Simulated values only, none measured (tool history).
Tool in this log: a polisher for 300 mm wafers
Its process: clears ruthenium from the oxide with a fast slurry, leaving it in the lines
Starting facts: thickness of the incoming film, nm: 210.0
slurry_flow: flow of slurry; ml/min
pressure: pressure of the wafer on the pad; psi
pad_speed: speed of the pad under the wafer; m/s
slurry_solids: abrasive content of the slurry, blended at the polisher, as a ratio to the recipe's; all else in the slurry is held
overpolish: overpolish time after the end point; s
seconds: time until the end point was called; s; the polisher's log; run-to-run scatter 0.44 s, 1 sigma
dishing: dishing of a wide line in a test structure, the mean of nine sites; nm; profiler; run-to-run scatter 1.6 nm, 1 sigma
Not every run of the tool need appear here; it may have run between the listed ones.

Run 1, hour 0.0: slurry_flow 175 ml/min, pressure 2.0 psi, pad_speed 1.10 m/s, slurry_solids 1.0, overpolish 13 s. Result: seconds 53.431 s, dishing 45.409 nm.
Run 2, hour 5.5: slurry_flow 175 ml/min, pressure 2.1 psi, pad_speed 1.10 m/s, slurry_solids 1.0, overpolish 14 s. Result: seconds 51.026 s, dishing 50.983 nm.
Run 3, hour 10.2: slurry_flow 175 ml/min, pressure 2.4 psi, pad_speed 1.10 m/s, slurry_solids 1.0, overpolish 14 s. Result: seconds 44.824 s, dishing 55.511 nm.
Run 4, hour 18.1: slurry_flow 175 ml/min, pressure 2.4 psi, pad_speed 1.22 m/s, slurry_solids 1.0, overpolish 14 s. Result: seconds 40.608 s, dishing 62.176 nm.
Run 5, hour 24.4: slurry_flow 170 ml/min, pressure 2.4 psi, pad_speed 1.22 m/s, slurry_solids 1.0, overpolish 15 s. Result: seconds 41.095 s, dishing 64.124 nm.
Run 6, hour 26.3: slurry_flow 165 ml/min, pressure 2.4 psi, pad_speed 1.22 m/s, slurry_solids 1.0, overpolish 16 s. Result: seconds 41.292 s, dishing 70.675 nm.
Run 7, hour 31.9: slurry_flow 160 ml/min, pressure 2.4 psi, pad_speed 1.22 m/s, slurry_solids 1.0, overpolish 16 s. Result: seconds 41.550 s, dishing 66.845 nm.
Run 8, hour 40.4: slurry_flow 160 ml/min, pressure 2.4 psi, pad_speed 1.22 m/s, slurry_solids 1.0, overpolish 17 s. Result: seconds 40.976 s, dishing 73.135 nm.
Run 9, hour 43.9: slurry_flow 155 ml/min, pressure 2.4 psi, pad_speed 1.22 m/s, slurry_solids 1.0, overpolish 17 s. Result: seconds 41.532 s, dishing 73.125 nm.
Run 10, hour 46.4: slurry_flow 155 ml/min, pressure 2.4 psi, pad_speed 1.22 m/s, slurry_solids 1.0, overpolish 17 s. Result: seconds 41.231 s, dishing 70.415 nm.

Run 11, settings as shown, results not yet in. Your forecast:
Run 11, hour 50.8: slurry_flow 155 ml/min, pressure 2.4 psi, pad_speed 1.22 m/s, slurry_solids 1.0, overpolish 18 s. Result: seconds ?, dishing ?.

Run 11 gave seconds 41.229 s, dishing 74.832 nm.
